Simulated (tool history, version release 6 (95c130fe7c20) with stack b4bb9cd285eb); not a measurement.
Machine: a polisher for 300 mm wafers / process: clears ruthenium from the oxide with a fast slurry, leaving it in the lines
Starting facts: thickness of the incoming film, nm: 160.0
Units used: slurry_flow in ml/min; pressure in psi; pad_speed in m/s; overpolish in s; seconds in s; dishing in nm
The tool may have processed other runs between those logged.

{"run": 1, "hour": 0.0, "slurry_flow": 230, "pressure": 3.1, "pad_speed": 0.8, "slurry_solids": 1, "overpolish": 9, "seconds": 66.885, "dishing": 21.449}
{"run": 2, "hour": 2.2, "slurry_flow": 230, "pressure": 3.1, "pad_speed": 0.8, "slurry_solids": 1, "overpolish": 10, "seconds": 68.144, "dishing": 23.629}
{"run": 3, "hour": 10.1, "slurry_flow": 205, "pressure": 3.1, "pad_speed": 0.8, "slurry_solids": 1, "overpolish": 10, "seconds": 69.937, "dishing": 22.83}
{"run": 4, "hour": 14.1, "slurry_flow": 205, "pressure": 3.1, "pad_speed": 0.8, "slurry_solids": 1, "overpolish": 9, "seconds": 69.16, "dishing": 20.909}
{"run": 5, "hour": 19.2, "slurry_flow": 205, "pressure": 3.1, "pad_speed": 0.8, "slurry_solids": 1.1, "overpolish": 9, "seconds": 65, "dishing": 21.317}
{"run": 6, "hour": 23.3, "slurry_flow": 205, "pressure": 3.1, "pad_speed": 0.8, "slurry_solids": 1.1, "overpolish": 11, "seconds": 66.421, "dishing": 25.983}
{"run": 7, "hour": 29.3, "slurry_flow": 200, "pressure": 3, "pad_speed": 0.8, "slurry_solids": 1.1, "overpolish": 10, "seconds": 67.938, "dishing": 22.389}
{"run": 8, "hour": 34.5, "slurry_flow": 195, "pressure": 3, "pad_speed": 0.8, "slurry_solids": 1.1, "overpolish": 9, "seconds": 68.896, "dishing": 20.571}
{"run": 9, "hour": 36.6, "slurry_flow": 195, "pressure": 3, "pad_speed": 0.8, "slurry_solids": 1.1, "overpolish": 8, "seconds": 68.788, "dishing": 18.36}

Expected results for the next run?
{"run": 10, "hour": 45.4, "slurry_flow": 195, "pressure": 3, "pad_speed": 0.8, "slurry_solids": 1.1, "overpolish": 8, "seconds": "?", "dishing": "?"}

For run 10 the tool returned seconds 68.342 s, dishing 19.697 nm.
